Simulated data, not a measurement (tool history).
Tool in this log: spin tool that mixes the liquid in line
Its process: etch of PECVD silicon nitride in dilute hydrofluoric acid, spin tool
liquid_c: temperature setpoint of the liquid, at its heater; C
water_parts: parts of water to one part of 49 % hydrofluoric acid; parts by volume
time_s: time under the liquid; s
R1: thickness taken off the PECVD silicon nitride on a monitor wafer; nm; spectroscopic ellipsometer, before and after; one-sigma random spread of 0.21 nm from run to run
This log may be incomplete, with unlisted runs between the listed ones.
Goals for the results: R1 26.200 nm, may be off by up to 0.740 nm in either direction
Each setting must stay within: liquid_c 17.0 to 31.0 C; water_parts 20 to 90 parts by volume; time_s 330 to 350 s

Run 1, day 0.000: liquid_c 23.0 C, water_parts 50 parts by volume, time_s 330 s. Result: R1 15.915 nm.
Run 2, day 0.292: liquid_c 23.0 C, water_parts 50 parts by volume, time_s 330 s. Result: R1 15.972 nm.
Run 3, day 0.321: liquid_c 25.0 C, water_parts 50 parts by volume, time_s 330 s. Result: R1 18.124 nm.
Run 4, day 0.367: liquid_c 25.0 C, water_parts 50 parts by volume, time_s 350 s. Result: R1 19.269 nm.
Run 5, day 0.508: liquid_c 25.0 C, water_parts 45 parts by volume, time_s 350 s. Result: R1 21.480 nm.
Run 6, day 0.617: liquid_c 25.0 C, water_parts 45 parts by volume, time_s 330 s. Result: R1 19.944 nm.
Run 7, day 0.758: liquid_c 26.0 C, water_parts 45 parts by volume, time_s 330 s. Result: R1 21.244 nm.
Run 8, day 1.117: liquid_c 27.0 C, water_parts 45 parts by volume, time_s 330 s. Result: R1 22.672 nm.

Exactly one of the 5 candidate moves below puts every result within its allowed miss. Which one?
Run A, day 1.475: liquid_c 27.5 C, water_parts 40 parts by volume, time_s 350 s. Result: R1 ?.
Run B, day 1.475: liquid_c 29.5 C, water_parts 45 parts by volume, time_s 350 s. Result: R1 ?.
Run C, day 1.475: liquid_c 25.5 C, water_parts 50 parts by volume, time_s 330 s. Result: R1 ?.
Run D, day 1.475: liquid_c 29.5 C, water_parts 50 parts by volume, time_s 330 s. Result: R1 ?.
Run E, day 1.475: liquid_c 28.0 C, water_parts 45 parts by volume, time_s 350 s. Result: R1 ?.

move      R1
   A  28.237
   B  28.672
   C  18.733
   D  24.364
   E  25.998
A: carries the result that was furthest off beyond its target, to the other side
B: carries the result that was furthest off beyond its target, to the other side
C: moves away from the targets compared with the last run
D: closes in on the targets versus the last run, not all within tolerance yet
E: in spec on every target
So the answer is move E, the one that meets all the targets.
